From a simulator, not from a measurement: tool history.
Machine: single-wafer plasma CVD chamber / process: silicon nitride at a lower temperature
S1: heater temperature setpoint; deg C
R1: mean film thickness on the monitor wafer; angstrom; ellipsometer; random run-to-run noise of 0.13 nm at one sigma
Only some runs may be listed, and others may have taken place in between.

run 1 day=0.000 | S1=370 chamber_pressure_(Pa)=185 RF_power_(kW)=0.375 deposition_time_(s)=13.7 | R1=192.09
run 2 day=0.371 | S1=370 chamber_pressure_(Pa)=185 RF_power_(kW)=0.375 deposition_time_(s)=14.1 | R1=193.50
run 3 day=0.471 | S1=370 chamber_pressure_(Pa)=199 RF_power_(kW)=0.385 deposition_time_(s)=14.1 | R1=200.80
run 4 day=0.825 | S1=370 chamber_pressure_(Pa)=199 RF_power_(kW)=0.385 deposition_time_(s)=14.1 | R1=200.94
run 5 day=0.908 | S1=370 chamber_pressure_(Pa)=184 RF_power_(kW)=0.385 deposition_time_(s)=14.1 | R1=197.72
run 6 day=1.054 | S1=370 chamber_pressure_(Pa)=184 RF_power_(kW)=0.350 deposition_time_(s)=14.1 | R1=189.67
run 7 day=1.421 | S1=370 chamber_pressure_(Pa)=197 RF_power_(kW)=0.375 deposition_time_(s)=14.1 | R1=198.27
run 8 day=1.583 | S1=370 chamber_pressure_(Pa)=207 RF_power_(kW)=0.390 deposition_time_(s)=14.1 | R1=206.02
run 9 day=1.842 | S1=370 chamber_pressure_(Pa)=215 RF_power_(kW)=0.395 deposition_time_(s)=14.1 | R1=209.37

The next listed run, before its measurement:
run 10 day=2.096 | S1=370 chamber_pressure_(Pa)=220 RF_power_(kW)=0.400 deposition_time_(s)=14.1 | R1=?

For run 10 the tool returned R1 213.27 angstrom.

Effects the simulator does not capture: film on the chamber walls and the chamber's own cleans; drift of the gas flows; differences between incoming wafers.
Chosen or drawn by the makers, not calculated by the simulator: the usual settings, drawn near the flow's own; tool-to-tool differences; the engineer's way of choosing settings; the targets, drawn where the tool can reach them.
